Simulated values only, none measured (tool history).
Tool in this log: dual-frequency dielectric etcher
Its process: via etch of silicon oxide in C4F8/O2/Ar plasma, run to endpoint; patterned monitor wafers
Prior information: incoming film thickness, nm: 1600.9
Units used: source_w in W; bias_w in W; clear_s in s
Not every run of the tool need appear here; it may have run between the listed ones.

| run | hour | source_w | bias_w | clear_s |
|---|---|---|---|---|
| 1 | 0 | 2450 | 1810 | 268.6 |
| 2 | 3.9 | 2450 | 1546 | 275.08 |
| 3 | 4.7 | 2350 | 1527 | 281.5 |
| 4 | 13.4 | 2190 | 1527 | 294.18 |
| 5 | 15.7 | 2150 | 1522 | 298.91 |
| 6 | 20.5 | 2150 | 1728 | 293.83 |
| 7 | 21.6 | 2110 | 1724 | 298.24 |
| 8 | 23.9 | 2080 | 1721 | 298.31 |

Forecast run 9:
| 9 | 32.1 | 2050 | 1717 | ? |

Run 9 came out at clear_s 303.71 s.
